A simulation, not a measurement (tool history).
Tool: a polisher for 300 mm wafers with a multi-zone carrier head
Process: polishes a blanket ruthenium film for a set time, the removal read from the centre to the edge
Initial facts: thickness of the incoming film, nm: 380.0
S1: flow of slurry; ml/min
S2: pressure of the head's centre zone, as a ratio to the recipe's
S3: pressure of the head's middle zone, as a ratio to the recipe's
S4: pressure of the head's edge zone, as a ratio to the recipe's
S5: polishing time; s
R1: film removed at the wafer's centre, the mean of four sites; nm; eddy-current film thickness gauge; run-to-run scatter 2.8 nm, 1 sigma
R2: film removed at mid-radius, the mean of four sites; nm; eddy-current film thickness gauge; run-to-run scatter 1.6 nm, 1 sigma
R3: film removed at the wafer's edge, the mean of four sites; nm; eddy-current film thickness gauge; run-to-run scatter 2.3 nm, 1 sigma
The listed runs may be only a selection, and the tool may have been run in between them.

run	day	S1	S2	S3	S4	S5	R1	R2	R3
1	0	190	1	1	1	85	137.57	138.18	125.69
2	0.2	190	1	1	1	72	117.09	115.76	104.73
3	0.225	190	1	1	1.04	72	112.22	114.98	107.03
4	0.367	220	1	1	1.04	72	116.49	117.69	106.37
5	0.396	205	1.03	1	1.05	83	137.21	133.44	123.64
6	0.758	205	1.03	0.92	1.05	83	136.14	122.57	125.49
7	0.946	190	1.04	0.94	1.06	91	152.73	137.82	135.84
8	1.271	195	1.03	0.94	1.08	97	156.91	149.27	148.08

Estimate the outcome of run 9 from the log above:
9	1.433	195	1.04	0.95	1.09	101	?	?	?

R1: 167.39 nm
R2: 156.5 nm
R3: 154.64 nm
